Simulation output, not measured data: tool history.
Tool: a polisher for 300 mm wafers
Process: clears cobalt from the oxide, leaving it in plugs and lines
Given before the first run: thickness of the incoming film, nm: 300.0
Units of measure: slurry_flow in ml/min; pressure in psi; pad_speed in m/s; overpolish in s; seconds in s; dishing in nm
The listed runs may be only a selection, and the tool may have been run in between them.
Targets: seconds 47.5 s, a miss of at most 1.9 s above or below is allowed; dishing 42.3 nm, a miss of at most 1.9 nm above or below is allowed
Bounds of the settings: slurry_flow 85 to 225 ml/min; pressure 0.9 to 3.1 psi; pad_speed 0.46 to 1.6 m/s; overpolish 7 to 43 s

run 1 hour=0 | slurry_flow=145 pressure=2 pad_speed=1.02 overpolish=22 | seconds=56.888 dishing=54.347
run 2 hour=1 | slurry_flow=145 pressure=2.3 pad_speed=1.02 overpolish=22 | seconds=49.907 dishing=56.029
run 3 hour=8.4 | slurry_flow=145 pressure=2.6 pad_speed=1.02 overpolish=22 | seconds=44.862 dishing=57.273
run 4 hour=10.1 | slurry_flow=145 pressure=2.6 pad_speed=1 overpolish=19 | seconds=44.598 dishing=56.537
run 5 hour=18.6 | slurry_flow=135 pressure=2.5 pad_speed=1.02 overpolish=17 | seconds=47.699 dishing=52.394
run 6 hour=23.5 | slurry_flow=125 pressure=2.6 pad_speed=1.02 overpolish=15 | seconds=45.397 dishing=50.841
run 7 hour=30.8 | slurry_flow=120 pressure=2.6 pad_speed=1.02 overpolish=14 | seconds=46.029 dishing=49.021
run 8 hour=39.3 | slurry_flow=105 pressure=2.6 pad_speed=1.02 overpolish=7 | seconds=46.229 dishing=32.07
run 9 hour=42.3 | slurry_flow=110 pressure=2.6 pad_speed=1.02 overpolish=8 | seconds=47.026 dishing=35.042
run 10 hour=50.9 | slurry_flow=115 pressure=2.6 pad_speed=1.02 overpolish=9 | seconds=46.564 dishing=38.453
run 11 hour=55.8 | slurry_flow=120 pressure=2.6 pad_speed=1.02 overpolish=9 | seconds=45.251 dishing=38.201

5 next moves are on the table. One of them brings every result within its allowed miss. Which?
run A hour=60.7 | slurry_flow=120 pressure=2.9 pad_speed=0.88 overpolish=7 | seconds=? dishing=?
run B hour=60.7 | slurry_flow=180 pressure=2.7 pad_speed=1.06 overpolish=10 | seconds=? dishing=?
run C hour=60.7 | slurry_flow=115 pressure=2.8 pad_speed=1.02 overpolish=10 | seconds=? dishing=?
run D hour=60.7 | slurry_flow=120 pressure=2.7 pad_speed=1.08 overpolish=10 | seconds=? dishing=?
run E hour=60.7 | slurry_flow=130 pressure=2.4 pad_speed=1.04 overpolish=11 | seconds=? dishing=?

move=A seconds=46.462 dishing=32.697
move=B seconds=38.644 dishing=45.715
move=C seconds=42.012 dishing=43.678
move=D seconds=40.756 dishing=44.416
move=E seconds=46.45 dishing=43.581
A: lands further from the targets than the last run did
B: the result that was furthest off in the last run now lies on the other side of its target
C: the worst result of the last run now meets its target, but another is out of spec
D: the result that was furthest off in the last run now lies on the other side of its target
E: in spec on every target
The move that meets every target is E.
